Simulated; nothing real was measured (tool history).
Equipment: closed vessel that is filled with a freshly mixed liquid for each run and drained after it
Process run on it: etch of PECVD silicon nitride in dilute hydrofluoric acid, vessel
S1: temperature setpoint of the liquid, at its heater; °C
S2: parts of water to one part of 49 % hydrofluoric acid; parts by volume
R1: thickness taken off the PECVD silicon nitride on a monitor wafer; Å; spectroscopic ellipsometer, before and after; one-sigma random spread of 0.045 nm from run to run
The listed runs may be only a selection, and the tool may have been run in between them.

{"run": 1, "hour": 0.0, "S1": 21, "S2": 85, "time in the liquid (s)": 375, "R1": 116.09}
{"run": 2, "hour": 2.5, "S1": 21, "S2": 85, "time in the liquid (s)": 375, "R1": 115.56}
{"run": 3, "hour": 7.8, "S1": 21, "S2": 100, "time in the liquid (s)": 375, "R1": 98.639}
{"run": 4, "hour": 10.3, "S1": 19.5, "S2": 100, "time in the liquid (s)": 375, "R1": 89.235}
{"run": 5, "hour": 15.7, "S1": 19.5, "S2": 80, "time in the liquid (s)": 375, "R1": 110.09}
{"run": 6, "hour": 16.4, "S1": 18.5, "S2": 90, "time in the liquid (s)": 375, "R1": 92.155}
{"hour": 24.7, "done": "hydrofluoric acid flow meter replaced"}
{"run": 7, "hour": 24.7, "S1": 18, "S2": 95, "time in the liquid (s)": 375, "R1": 75.816}

The next listed run, before its measurement:
{"run": 8, "hour": 25.7, "S1": 17.5, "S2": 95, "time in the liquid (s)": 375, "R1": "?"}

R1: 73.323 Å
